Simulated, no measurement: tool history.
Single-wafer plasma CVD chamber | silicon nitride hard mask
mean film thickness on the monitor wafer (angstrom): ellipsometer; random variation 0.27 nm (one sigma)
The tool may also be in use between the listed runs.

| run | day | heater temperature setpoint (K) | chamber pressure (Torr) | RF power (kW) | deposition time (s) | mean film thickness on the monitor wafer (angstrom) |
|---|---|---|---|---|---|---|
| 1 | 0.000 | 678.15 | 1.27 | 0.295 | 48.1 | 518.78 |
| 2 | 0.158 | 678.15 | 1.23 | 0.295 | 48.1 | 504.69 |
| 3 | 0.462 | 678.15 | 1.41 | 0.295 | 48.1 | 535.33 |
| 4 | 0.612 | 678.15 | 1.36 | 0.295 | 48.1 | 528.78 |
| 5 | 0.679 | 678.15 | 1.31 | 0.295 | 48.1 | 516.30 |
| 6 | 0.900 | 678.15 | 1.27 | 0.295 | 48.1 | 518.72 |
| 7 | 1.079 | 678.15 | 1.23 | 0.295 | 48.1 | 513.23 |
| 8 | 1.242 | 678.15 | 1.19 | 0.295 | 48.1 | 504.83 |

Run 9 comes next. What will it give?
| 9 | 1.600 | 678.15 | 1.16 | 0.295 | 48.1 | ? |

Run 9 gave mean film thickness on the monitor wafer (angstrom) 499.54.

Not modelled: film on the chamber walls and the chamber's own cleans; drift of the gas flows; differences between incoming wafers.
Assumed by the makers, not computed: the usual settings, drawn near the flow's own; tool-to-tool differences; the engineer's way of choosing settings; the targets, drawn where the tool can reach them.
